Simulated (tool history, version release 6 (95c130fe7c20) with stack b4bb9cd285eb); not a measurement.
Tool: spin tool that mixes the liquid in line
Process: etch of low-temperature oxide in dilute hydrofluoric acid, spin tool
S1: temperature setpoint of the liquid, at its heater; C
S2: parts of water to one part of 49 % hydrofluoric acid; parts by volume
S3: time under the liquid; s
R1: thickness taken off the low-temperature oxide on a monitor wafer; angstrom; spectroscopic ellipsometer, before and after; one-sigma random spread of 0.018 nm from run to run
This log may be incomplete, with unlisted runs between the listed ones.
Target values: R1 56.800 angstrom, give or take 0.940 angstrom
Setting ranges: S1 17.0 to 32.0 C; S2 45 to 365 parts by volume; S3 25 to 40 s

{"run": 1, "day": 0.0, "S1": 24.0, "S2": 205, "S3": 40, "R1": 39.582}
{"run": 2, "day": 0.138, "S1": 24.0, "S2": 235, "S3": 40, "R1": 33.759}
{"run": 3, "day": 0.204, "S1": 22.0, "S2": 235, "S3": 40, "R1": 31.095}
{"run": 4, "day": 0.267, "S1": 24.5, "S2": 225, "S3": 40, "R1": 36.077}
{"run": 5, "day": 0.575, "S1": 26.5, "S2": 215, "S3": 40, "R1": 41.173}
{"run": 6, "day": 0.679, "S1": 24.0, "S2": 215, "S3": 40, "R1": 37.48}
{"run": 7, "day": 1.05, "S1": 26.0, "S2": 210, "S3": 40, "R1": 41.468}
{"run": 8, "day": 1.221, "S1": 27.5, "S2": 205, "S3": 40, "R1": 45.307}

Which single option among these 5 for the next run brings every result within its allowed miss of target? Just one does.
{"run": "A", "day": 1.392, "S1": 28.5, "S2": 175, "S3": 40, "R1": "?"}
{"run": "B", "day": 1.392, "S1": 30.0, "S2": 195, "S3": 40, "R1": "?"}
{"run": "C", "day": 1.392, "S1": 28.0, "S2": 185, "S3": 40, "R1": "?"}
{"run": "D", "day": 1.392, "S1": 26.5, "S2": 150, "S3": 40, "R1": "?"}
{"run": "E", "day": 1.392, "S1": 24.0, "S2": 140, "S3": 40, "R1": "?"}

move=A R1=56.688
move=B R1=52.333
move=C R1=52.039
move=D R1=63.376
move=E R1=62.503
A: all results land within tolerance of their targets
B: an improvement on the last run, though not all results are within tolerance
C: an improvement on the last run, though not all results are within tolerance
D: the result that was furthest off in the last run now lies on the other side of its target
E: the result that was furthest off in the last run now lies on the other side of its target
The right move is A.

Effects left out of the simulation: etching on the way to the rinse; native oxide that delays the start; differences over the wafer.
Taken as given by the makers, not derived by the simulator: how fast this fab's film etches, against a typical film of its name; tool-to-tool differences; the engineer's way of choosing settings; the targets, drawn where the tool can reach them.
